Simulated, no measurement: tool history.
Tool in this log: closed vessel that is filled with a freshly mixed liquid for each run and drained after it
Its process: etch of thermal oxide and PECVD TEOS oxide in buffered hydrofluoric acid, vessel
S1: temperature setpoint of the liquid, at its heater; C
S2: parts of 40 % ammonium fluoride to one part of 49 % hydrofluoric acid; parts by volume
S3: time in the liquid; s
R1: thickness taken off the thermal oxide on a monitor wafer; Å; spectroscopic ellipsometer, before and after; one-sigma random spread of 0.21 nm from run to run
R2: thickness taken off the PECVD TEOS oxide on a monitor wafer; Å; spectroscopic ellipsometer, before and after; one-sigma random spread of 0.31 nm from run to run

Run 1, hour 0: S1 20 C, S2 16.5 parts by volume, S3 60 s. Result: R1 311.32 Å, R2 399.49 Å.
Run 2, hour 5.9: S1 20 C, S2 16.5 parts by volume, S3 75 s. Result: R1 385.97 Å, R2 504.74 Å.
Run 3, hour 8.1: S1 19 C, S2 17.5 parts by volume, S3 75 s. Result: R1 341.57 Å, R2 446.87 Å.
Run 4, hour 14.7: S1 18.5 C, S2 18 parts by volume, S3 75 s. Result: R1 329.06 Å, R2 420.66 Å.
Run 5, hour 17.9: S1 18.5 C, S2 18 parts by volume, S3 95 s. Result: R1 406.68 Å, R2 538.72 Å.
Run 6, hour 22.9: S1 18 C, S2 20 parts by volume, S3 95 s. Result: R1 363.49 Å, R2 472.99 Å.
Run 7, hour 25.9: S1 17.5 C, S2 21.5 parts by volume, S3 95 s. Result: R1 333.33 Å, R2 430.79 Å.
Run 8, hour 32.6: S1 17.5 C, S2 22.5 parts by volume, S3 95 s. Result: R1 321.33 Å, R2 414.82 Å.
Run 9, hour 35.1: S1 17.5 C, S2 23.5 parts by volume, S3 95 s. Result: R1 318.6 Å, R2 401.36 Å.
Run 10, hour 37.5: S1 17.5 C, S2 24 parts by volume, S3 95 s. Result: R1 313.74 Å, R2 392.47 Å.
Run 11, hour 45.2: S1 17.5 C, S2 24.5 parts by volume, S3 95 s. Result: R1 307.52 Å, R2 399.62 Å.
Run 12, hour 51.9: S1 17.5 C, S2 25 parts by volume, S3 95 s. Result: R1 300.31 Å, R2 389.73 Å.

Forecast run 13:
Run 13, hour 59.3: S1 17.5 C, S2 25 parts by volume, S3 95 s. Result: R1 ?, R2 ?.

R1: 307.42 Å
R2: 393.11 Å
